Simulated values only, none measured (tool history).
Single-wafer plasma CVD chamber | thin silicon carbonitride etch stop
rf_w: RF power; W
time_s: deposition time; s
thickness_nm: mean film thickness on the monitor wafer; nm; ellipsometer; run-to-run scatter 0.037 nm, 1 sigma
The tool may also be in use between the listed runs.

run,day,rf_w,time_s,thickness_nm
1,0,220,16.4,10.612
2,0.208,210,15.6,9.8951
3,0.333,180,15.6,9.5865
4,0.642,160,15.6,9.3379
5,0.85,185,15.6,9.6778
6,1.054,200,15.6,9.7973
7,1.092,195,15,9.3251

Run 8 has not been measured yet. What should we expect?
8,1.267,190,14.6,?

Logged for run 8: thickness_nm 9.1499 nm.

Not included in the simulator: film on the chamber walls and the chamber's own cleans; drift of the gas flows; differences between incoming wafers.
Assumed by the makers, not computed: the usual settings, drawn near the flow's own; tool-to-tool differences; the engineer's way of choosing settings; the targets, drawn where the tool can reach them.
